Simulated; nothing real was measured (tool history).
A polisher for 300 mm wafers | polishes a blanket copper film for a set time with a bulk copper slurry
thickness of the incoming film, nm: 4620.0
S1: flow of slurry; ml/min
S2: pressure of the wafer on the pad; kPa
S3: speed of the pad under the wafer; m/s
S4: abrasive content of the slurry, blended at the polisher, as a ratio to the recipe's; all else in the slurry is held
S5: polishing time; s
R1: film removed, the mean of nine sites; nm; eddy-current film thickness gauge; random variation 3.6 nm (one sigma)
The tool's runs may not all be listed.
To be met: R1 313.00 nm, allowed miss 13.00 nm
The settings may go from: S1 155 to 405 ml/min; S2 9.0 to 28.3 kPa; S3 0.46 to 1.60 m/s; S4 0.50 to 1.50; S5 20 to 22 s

run 1 day=0.000 | S1=260 S2=18.6 S3=1.02 S4=1.00 S5=22 | R1=164.44
run 2 day=0.150 | S1=260 S2=18.6 S3=1.02 S4=1.00 S5=22 | R1=162.35
run 3 day=0.479 | S1=260 S2=21.4 S3=1.06 S4=1.00 S5=22 | R1=193.45
run 4 day=0.754 | S1=260 S2=23.4 S3=1.10 S4=1.00 S5=22 | R1=220.54
run 5 day=1.054 | S1=235 S2=23.4 S3=1.10 S4=1.00 S5=22 | R1=218.47
run 6 day=1.250 | S1=235 S2=24.8 S3=1.14 S4=1.00 S5=22 | R1=238.56
run 7 day=1.483 | S1=240 S2=25.5 S3=1.18 S4=1.00 S5=22 | R1=258.27
run 8 day=1.700 | S1=245 S2=26.2 S3=1.20 S4=1.00 S5=22 | R1=269.57
run 9 day=1.992 | S1=245 S2=26.9 S3=1.22 S4=1.00 S5=22 | R1=275.87
run 10 day=2.125 | S1=245 S2=27.6 S3=1.24 S4=1.00 S5=22 | R1=291.58
run 11 day=2.242 | S1=245 S2=27.6 S3=1.26 S4=1.00 S5=22 | R1=289.25
run 12 day=2.362 | S1=245 S2=27.6 S3=1.28 S4=1.00 S5=22 | R1=296.36

5 next moves are on the table. One of them brings every result within its allowed miss. Which?
run A day=2.483 | S1=230 S2=28.3 S3=1.32 S4=0.90 S5=21 | R1=?
run B day=2.483 | S1=285 S2=27.6 S3=1.20 S4=1.10 S5=22 | R1=?
run C day=2.483 | S1=215 S2=27.6 S3=1.24 S4=1.05 S5=22 | R1=?
run D day=2.483 | S1=255 S2=28.3 S3=1.40 S4=0.85 S5=21 | R1=?
run E day=2.483 | S1=250 S2=28.3 S3=1.18 S4=1.20 S5=20 | R1=?

move=A R1=293.23
move=B R1=286.24
move=C R1=287.30
move=D R1=310.39
move=E R1=263.47
A: further off than the last run
B: further off than the last run
C: further off than the last run
D: meets every target
E: further off than the last run
The right move is D.
